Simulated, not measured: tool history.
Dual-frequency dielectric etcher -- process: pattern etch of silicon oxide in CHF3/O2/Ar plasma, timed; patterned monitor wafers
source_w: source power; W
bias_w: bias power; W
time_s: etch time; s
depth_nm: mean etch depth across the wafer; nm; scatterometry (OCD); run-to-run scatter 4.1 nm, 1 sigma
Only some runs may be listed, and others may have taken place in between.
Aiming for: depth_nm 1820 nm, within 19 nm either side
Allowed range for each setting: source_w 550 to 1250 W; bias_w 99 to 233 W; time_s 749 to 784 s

run	hour	source_w	bias_w	time_s	depth_nm
1	0	900	166	749	1625.4
2	8.6	900	166	749	1628.7
3	16.7	900	178	749	1649.8
4	25.3	940	179	749	1691.2
5	26.6	970	179	749	1729.9
6	33.2	970	163	749	1695.4
7	40.7	990	163	749	1715.1
# hour 45.7: source power generator calibrated
8	45.7	1010	163	749	1762
9	47.8	1020	163	749	1783.7
10	49.5	1030	163	749	1777.3

Exactly one of the 4 candidate moves below puts every result within its allowed miss. Which one?
A	51.2	1030	170	775	?
B	51.2	1000	151	767.5	?
C	51.2	1010	182	758.5	?
D	51.2	970	155	772.5	?

move	depth_nm
A	1857.6
B	1766.1
C	1823.1
D	1754.6
A: takes the biggest miss from the last run beyond its target
B: its largest miss is bigger than the last run's
C: all results land within tolerance of their targets
D: its largest miss is bigger than the last run's
C meets every target.
